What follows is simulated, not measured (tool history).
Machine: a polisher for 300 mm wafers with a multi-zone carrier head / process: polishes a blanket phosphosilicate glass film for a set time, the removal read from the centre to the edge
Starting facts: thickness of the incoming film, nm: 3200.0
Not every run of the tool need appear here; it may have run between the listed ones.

| run | hour | flow of slurry (ml/min) | pressure of the head's centre zone | pressure of the head's middle zone | pressure of the head's edge zone | abrasive content of the slurry | polishing time (s) | film removed at the wafer's centre (nm) | film removed at mid-radius (nm) | film removed at the wafer's edge (nm) |
|---|---|---|---|---|---|---|---|---|---|---|
| 1 | 0.0 | 305 | 1.00 | 1.00 | 1.00 | 1.00 | 46 | 385.80 | 389.62 | 396.81 |
| 2 | 8.0 | 305 | 1.00 | 1.03 | 1.00 | 1.00 | 46 | 393.26 | 394.65 | 396.62 |
| 3 | 9.1 | 305 | 0.99 | 1.04 | 0.98 | 0.95 | 45 | 352.88 | 378.62 | 364.85 |
| 4 | 14.3 | 305 | 0.99 | 1.04 | 1.05 | 0.95 | 45 | 361.58 | 381.94 | 384.54 |
| 5 | 15.3 | 305 | 0.99 | 1.04 | 1.10 | 0.95 | 45 | 368.94 | 380.20 | 387.89 |
| 6 | 18.4 | 265 | 0.99 | 1.04 | 1.10 | 0.95 | 45 | 361.21 | 374.60 | 392.99 |
| 7 | 23.6 | 350 | 0.89 | 1.06 | 1.00 | 0.70 | 34 | 217.76 | 240.20 | 235.50 |
| 8 | 28.0 | 350 | 0.89 | 1.06 | 1.00 | 0.70 | 34 | 210.35 | 239.72 | 232.09 |
| 9 | 29.6 | 350 | 0.89 | 1.06 | 1.00 | 0.70 | 34 | 218.18 | 236.83 | 235.19 |

The next listed run, before its measurement:
| 10 | 32.9 | 350 | 0.90 | 1.07 | 1.00 | 0.70 | 34 | ? | ? | ? |

film removed at the wafer's centre (nm): 210.43
film removed at mid-radius (nm): 242.58
film removed at the wafer's edge (nm): 227.87
